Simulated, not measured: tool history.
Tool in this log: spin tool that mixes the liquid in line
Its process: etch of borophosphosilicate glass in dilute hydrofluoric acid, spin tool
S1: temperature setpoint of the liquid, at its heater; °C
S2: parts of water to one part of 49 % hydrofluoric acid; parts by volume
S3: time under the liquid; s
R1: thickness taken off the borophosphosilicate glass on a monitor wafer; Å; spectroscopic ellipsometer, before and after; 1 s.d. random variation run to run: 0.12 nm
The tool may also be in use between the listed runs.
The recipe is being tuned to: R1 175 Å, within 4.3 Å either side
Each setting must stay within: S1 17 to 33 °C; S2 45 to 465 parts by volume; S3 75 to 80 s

run 1 day=0 | S1=25 S2=255 S3=75 | R1=104.96
run 2 day=0.029 | S1=27 S2=240 S3=75 | R1=118.9
run 3 day=0.167 | S1=29 S2=240 S3=75 | R1=129.65
run 4 day=0.488 | S1=30 S2=230 S3=75 | R1=140.83
run 5 day=0.767 | S1=30 S2=230 S3=75 | R1=141.53
run 6 day=0.892 | S1=30 S2=310 S3=75 | R1=96.118
run 7 day=1.162 | S1=31 S2=280 S3=75 | R1=112.52
run 8 day=1.504 | S1=33 S2=180 S3=75 | R1=215.81
run 9 day=1.704 | S1=32 S2=180 S3=75 | R1=207.54
run 10 day=1.8 | S1=31 S2=180 S3=75 | R1=200.24
run 11 day=1.925 | S1=30 S2=180 S3=75 | R1=190.48
run 12 day=2.3 | S1=29.5 S2=180 S3=75 | R1=188.95
run 13 day=2.471 | S1=29 S2=180 S3=75 | R1=184.69
run 14 day=2.688 | S1=28.5 S2=180 S3=75 | R1=181.62

Of the 4 settings listed for the next run, only one would bring every result within its allowed miss of target. Which one?
run A day=2.904 | S1=29.5 S2=200 S3=80 | R1=?
run B day=2.904 | S1=22 S2=170 S3=80 | R1=?
run C day=2.904 | S1=28.5 S2=190 S3=80 | R1=?
run D day=2.904 | S1=31.5 S2=205 S3=80 | R1=?

move=A R1=176.56
move=B R1=163.3
move=C R1=181.62
move=D R1=183.34
A: all results land within tolerance of their targets
B: moves the result that the last run missed by most past its target, out the other side
C: neither nearer nor further off than the last run
D: its largest miss is bigger than the last run's
Go with A: it meets all targets.
